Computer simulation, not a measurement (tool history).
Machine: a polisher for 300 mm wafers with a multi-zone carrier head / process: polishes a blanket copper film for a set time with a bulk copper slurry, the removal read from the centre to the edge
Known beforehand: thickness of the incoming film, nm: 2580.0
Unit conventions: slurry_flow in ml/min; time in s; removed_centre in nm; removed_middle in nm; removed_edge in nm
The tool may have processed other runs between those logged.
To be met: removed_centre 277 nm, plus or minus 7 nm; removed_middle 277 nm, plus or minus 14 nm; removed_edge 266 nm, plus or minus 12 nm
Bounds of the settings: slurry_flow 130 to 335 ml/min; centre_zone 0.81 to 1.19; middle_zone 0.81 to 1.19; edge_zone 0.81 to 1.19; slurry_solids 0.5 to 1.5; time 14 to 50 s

{"run": 1, "hour": 0.0, "slurry_flow": 215, "centre_zone": 1, "middle_zone": 1, "edge_zone": 1, "slurry_solids": 1, "time": 32, "removed_centre": 359.86, "removed_middle": 335.43, "removed_edge": 349.69}
{"run": 2, "hour": 7.0, "slurry_flow": 215, "centre_zone": 1, "middle_zone": 1, "edge_zone": 0.95, "slurry_solids": 1, "time": 32, "removed_centre": 360.5, "removed_middle": 340.44, "removed_edge": 337.32}
{"run": 3, "hour": 12.6, "slurry_flow": 215, "centre_zone": 0.99, "middle_zone": 0.99, "edge_zone": 0.93, "slurry_solids": 0.95, "time": 32, "removed_centre": 347.92, "removed_middle": 327.48, "removed_edge": 336.73}
{"run": 4, "hour": 19.8, "slurry_flow": 215, "centre_zone": 0.99, "middle_zone": 0.99, "edge_zone": 0.93, "slurry_solids": 0.85, "time": 32, "removed_centre": 344.45, "removed_middle": 320.92, "removed_edge": 317.29}
{"run": 5, "hour": 24.0, "slurry_flow": 215, "centre_zone": 0.99, "middle_zone": 0.99, "edge_zone": 0.93, "slurry_solids": 0.85, "time": 38, "removed_centre": 414.73, "removed_middle": 382.01, "removed_edge": 395.57}
{"run": 6, "hour": 25.2, "slurry_flow": 215, "centre_zone": 1.03, "middle_zone": 0.99, "edge_zone": 0.93, "slurry_solids": 0.85, "time": 38, "removed_centre": 425.45, "removed_middle": 374.07, "removed_edge": 389.66}
{"run": 7, "hour": 31.1, "slurry_flow": 210, "centre_zone": 1.01, "middle_zone": 0.99, "edge_zone": 0.92, "slurry_solids": 0.8, "time": 37, "removed_centre": 406.03, "removed_middle": 366.17, "removed_edge": 371.48}
{"run": 8, "hour": 36.3, "slurry_flow": 210, "centre_zone": 0.99, "middle_zone": 0.98, "edge_zone": 0.91, "slurry_solids": 0.75, "time": 36, "removed_centre": 376.23, "removed_middle": 349.65, "removed_edge": 346.29}
{"run": 9, "hour": 38.1, "slurry_flow": 205, "centre_zone": 0.97, "middle_zone": 0.96, "edge_zone": 0.9, "slurry_solids": 0.7, "time": 36, "removed_centre": 363.11, "removed_middle": 335.45, "removed_edge": 354.58}
{"run": 10, "hour": 46.8, "slurry_flow": 205, "centre_zone": 0.96, "middle_zone": 0.96, "edge_zone": 0.9, "slurry_solids": 0.65, "time": 35, "removed_centre": 347.71, "removed_middle": 320.73, "removed_edge": 332.97}
{"run": 11, "hour": 49.7, "slurry_flow": 205, "centre_zone": 0.96, "middle_zone": 0.96, "edge_zone": 0.9, "slurry_solids": 0.65, "time": 35, "removed_centre": 345.35, "removed_middle": 321.21, "removed_edge": 336.73}
{"run": 12, "hour": 50.9, "slurry_flow": 205, "centre_zone": 0.96, "middle_zone": 0.96, "edge_zone": 0.89, "slurry_solids": 0.65, "time": 34, "removed_centre": 334.74, "removed_middle": 314.63, "removed_edge": 320.49}
{"run": 13, "hour": 60.0, "slurry_flow": 205, "centre_zone": 0.95, "middle_zone": 0.96, "edge_zone": 0.88, "slurry_solids": 0.65, "time": 33, "removed_centre": 323.26, "removed_middle": 299.08, "removed_edge": 311.83}
{"run": 14, "hour": 67.3, "slurry_flow": 205, "centre_zone": 0.94, "middle_zone": 0.97, "edge_zone": 0.87, "slurry_solids": 0.65, "time": 33, "removed_centre": 319.47, "removed_middle": 312.64, "removed_edge": 310.15}
{"run": 15, "hour": 72.2, "slurry_flow": 200, "centre_zone": 0.93, "middle_zone": 0.97, "edge_zone": 0.85, "slurry_solids": 0.55, "time": 31, "removed_centre": 288.86, "removed_middle": 281.27, "removed_edge": 286.52}
{"run": 16, "hour": 80.8, "slurry_flow": 200, "centre_zone": 0.93, "middle_zone": 0.97, "edge_zone": 0.85, "slurry_solids": 0.55, "time": 31, "removed_centre": 287.23, "removed_middle": 279.97, "removed_edge": 276.99}
{"run": 17, "hour": 86.7, "slurry_flow": 195, "centre_zone": 0.93, "middle_zone": 0.97, "edge_zone": 0.85, "slurry_solids": 0.55, "time": 31, "removed_centre": 285, "removed_middle": 282.55, "removed_edge": 279.76}
{"hour": 88.9, "done": "centre zone pressure recalibrated"}
{"run": 18, "hour": 88.9, "slurry_flow": 185, "centre_zone": 0.94, "middle_zone": 0.97, "edge_zone": 0.83, "slurry_solids": 0.5, "time": 31, "removed_centre": 269.09, "removed_middle": 275.62, "removed_edge": 270.01}

Consider the 4 candidate settings below. Which is the only one whose results all fall within their allowed miss of target?
{"run": "A", "hour": 91.1, "slurry_flow": 250, "centre_zone": 0.96, "middle_zone": 0.98, "edge_zone": 0.82, "slurry_solids": 0.5, "time": 30, "removed_centre": "?", "removed_middle": "?", "removed_edge": "?"}
{"run": "B", "hour": 91.1, "slurry_flow": 245, "centre_zone": 0.89, "middle_zone": 1, "edge_zone": 0.84, "slurry_solids": 0.6, "time": 29, "removed_centre": "?", "removed_middle": "?", "removed_edge": "?"}
{"run": "C", "hour": 91.1, "slurry_flow": 145, "centre_zone": 1.06, "middle_zone": 0.99, "edge_zone": 0.83, "slurry_solids": 0.55, "time": 27, "removed_centre": "?", "removed_middle": "?", "removed_edge": "?"}
{"run": "D", "hour": 91.1, "slurry_flow": 215, "centre_zone": 0.93, "middle_zone": 0.89, "edge_zone": 0.86, "slurry_solids": 0.5, "time": 30, "removed_centre": "?", "removed_middle": "?", "removed_edge": "?"}

move=A removed_centre=275.81 removed_middle=276.25 removed_edge=261.11
move=B removed_centre=254.88 removed_middle=279 removed_edge=262.31
move=C removed_centre=255.02 removed_middle=235.99 removed_edge=226.93
move=D removed_centre=262.2 removed_middle=251.81 removed_edge=263.46
A: all results in spec
B: the biggest miss grows against the last run
C: the biggest miss grows against the last run
D: the biggest miss grows against the last run
The right move is A.
